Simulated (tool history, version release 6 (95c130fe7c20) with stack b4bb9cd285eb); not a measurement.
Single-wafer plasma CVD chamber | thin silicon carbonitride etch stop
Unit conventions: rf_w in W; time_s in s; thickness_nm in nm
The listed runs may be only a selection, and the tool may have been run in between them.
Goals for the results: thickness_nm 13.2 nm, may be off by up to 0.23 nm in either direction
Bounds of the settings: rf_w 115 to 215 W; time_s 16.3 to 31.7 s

| run | day | rf_w | time_s | thickness_nm |
|---|---|---|---|---|
| 1 | 0 | 165 | 24 | 12.266 |
| 2 | 0.067 | 170 | 24.1 | 12.442 |
| 3 | 0.296 | 155 | 24.1 | 11.954 |
| 4 | 0.5 | 140 | 24.1 | 11.442 |
| 5 | 0.521 | 150 | 24.2 | 11.836 |
| 6 | 0.754 | 150 | 21.2 | 10.406 |
| 7 | 1.05 | 165 | 21.7 | 11.087 |
| 8 | 1.071 | 175 | 22 | 11.539 |
| 9 | 1.183 | 185 | 22.2 | 11.846 |
| 10 | 1.292 | 190 | 22.5 | 12.173 |
| 11 | 1.329 | 195 | 22.7 | 12.385 |
| 12 | 1.425 | 200 | 22.8 | 12.542 |
| 13 | 1.529 | 205 | 22.9 | 12.74 |
| 14 | 1.629 | 205 | 23 | 12.799 |
| 15 | 1.812 | 205 | 23.1 | 12.846 |
| 16 | 2.083 | 205 | 23.1 | 12.85 |
| 17 | 2.442 | 205 | 23.2 | 12.927 |

Which of these 5 next moves meets every target?
| A | 2.8 | 205 | 25 | ? |
| B | 2.8 | 205 | 24.7 | ? |
| C | 2.8 | 195 | 22.7 | ? |
| D | 2.8 | 205 | 23.7 | ? |
| E | 2.8 | 205 | 24.8 | ? |

| move | thickness_nm |
|---|---|
| A | 13.886 |
| B | 13.72 |
| C | 12.366 |
| D | 13.164 |
| E | 13.775 |
A: takes the biggest miss from the last run beyond its target
B: takes the biggest miss from the last run beyond its target
C: moves away from the targets compared with the last run
D: all results in spec
E: takes the biggest miss from the last run beyond its target
Move D is the one to make.
